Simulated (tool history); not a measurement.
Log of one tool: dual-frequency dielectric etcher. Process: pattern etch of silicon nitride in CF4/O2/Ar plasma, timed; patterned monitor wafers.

run	hour	source power (kW)	bias power (kW)	Ar flow (sccm)	CF4 flow (sccm)	etch time (s)	mean etch depth across the wafer (Å)
1	0.0	0.390	0.038	115	139	199.5	2883.6
2	3.1	0.440	0.038	115	139	199.5	3237.8
3	8.9	0.440	0.032	115	139	199.5	3051.0
4	10.3	0.410	0.032	115	139	199.5	2856.7
5	11.9	0.410	0.032	115	139	199.5	2858.4
6	20.7	0.410	0.030	115	139	199.5	2808.2
7	23.5	0.390	0.030	115	139	199.5	2658.4

Forecast run 8:
8	26.1	0.380	0.030	115	139	199.5	?

Run 8 measured mean etch depth across the wafer (Å) 2614.5.
